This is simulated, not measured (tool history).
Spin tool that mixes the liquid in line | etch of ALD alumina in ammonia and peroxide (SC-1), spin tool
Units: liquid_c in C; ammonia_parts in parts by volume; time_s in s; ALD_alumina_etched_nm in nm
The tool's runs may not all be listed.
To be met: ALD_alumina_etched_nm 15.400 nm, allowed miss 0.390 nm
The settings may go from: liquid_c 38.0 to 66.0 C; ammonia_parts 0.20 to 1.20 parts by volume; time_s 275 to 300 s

run 1 day=0.000 | liquid_c=50.0 ammonia_parts=0.90 time_s=275 | ALD_alumina_etched_nm=13.589
run 2 day=0.133 | liquid_c=50.0 ammonia_parts=0.65 time_s=275 | ALD_alumina_etched_nm=13.195
run 3 day=0.425 | liquid_c=50.5 ammonia_parts=0.65 time_s=275 | ALD_alumina_etched_nm=13.477
run 4 day=0.462 | liquid_c=50.5 ammonia_parts=0.45 time_s=275 | ALD_alumina_etched_nm=13.121
run 5 day=0.792 | liquid_c=50.5 ammonia_parts=0.20 time_s=275 | ALD_alumina_etched_nm=12.169
run 6 day=1.004 | liquid_c=51.5 ammonia_parts=0.20 time_s=275 | ALD_alumina_etched_nm=12.803
run 7 day=1.183 | liquid_c=52.0 ammonia_parts=0.20 time_s=275 | ALD_alumina_etched_nm=13.124
-- day=1.483 new drum of ammonia solution connected
run 8 day=1.483 | liquid_c=52.5 ammonia_parts=0.20 time_s=275 | ALD_alumina_etched_nm=13.727
run 9 day=1.600 | liquid_c=53.0 ammonia_parts=0.20 time_s=275 | ALD_alumina_etched_nm=14.066

5 next moves are on the table. One of them brings every result within its allowed miss. Which?
run A day=1.717 | liquid_c=52.5 ammonia_parts=0.25 time_s=290 | ALD_alumina_etched_nm=?
run B day=1.717 | liquid_c=52.0 ammonia_parts=0.45 time_s=275 | ALD_alumina_etched_nm=?
run C day=1.717 | liquid_c=53.0 ammonia_parts=0.55 time_s=275 | ALD_alumina_etched_nm=?
run D day=1.717 | liquid_c=50.5 ammonia_parts=0.20 time_s=300 | ALD_alumina_etched_nm=?
run E day=1.717 | liquid_c=54.5 ammonia_parts=0.20 time_s=295 | ALD_alumina_etched_nm=?

move=A ALD_alumina_etched_nm=14.799
move=B ALD_alumina_etched_nm=14.442
move=C ALD_alumina_etched_nm=15.537
move=D ALD_alumina_etched_nm=13.441
move=E ALD_alumina_etched_nm=16.409
A: nearer than the last run, and not there yet
B: nearer than the last run, and not there yet
C: meets every target
D: further off than the last run
E: takes the result that was furthest off past its target
Move C is the one to make.

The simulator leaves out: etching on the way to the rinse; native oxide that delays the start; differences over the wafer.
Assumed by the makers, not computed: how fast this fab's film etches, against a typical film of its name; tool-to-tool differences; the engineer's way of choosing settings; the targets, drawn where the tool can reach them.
